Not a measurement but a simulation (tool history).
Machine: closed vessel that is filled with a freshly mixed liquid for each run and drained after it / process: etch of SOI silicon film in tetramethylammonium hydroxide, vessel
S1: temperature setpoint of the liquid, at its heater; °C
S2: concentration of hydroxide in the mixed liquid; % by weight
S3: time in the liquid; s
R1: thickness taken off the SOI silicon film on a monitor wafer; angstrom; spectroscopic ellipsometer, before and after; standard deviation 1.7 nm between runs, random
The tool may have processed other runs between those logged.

run	hour	S1	S2	S3	R1
1	0.0	59.0	19.0	95	3432.7
2	1.6	61.5	19.0	95	3960.2
3	8.7	66.0	19.0	95	5287.0
4	17.5	62.0	20.0	95	4055.6
5	20.6	59.0	21.0	95	3214.8
6	28.7	57.0	21.0	95	2909.1
# hour 32.9: thermometer replaced
7	32.9	55.5	21.5	95	2236.9

Predict the results of run 8:
8	34.8	55.0	21.5	95	?

For run 8 the tool returned R1 2175.3 angstrom.
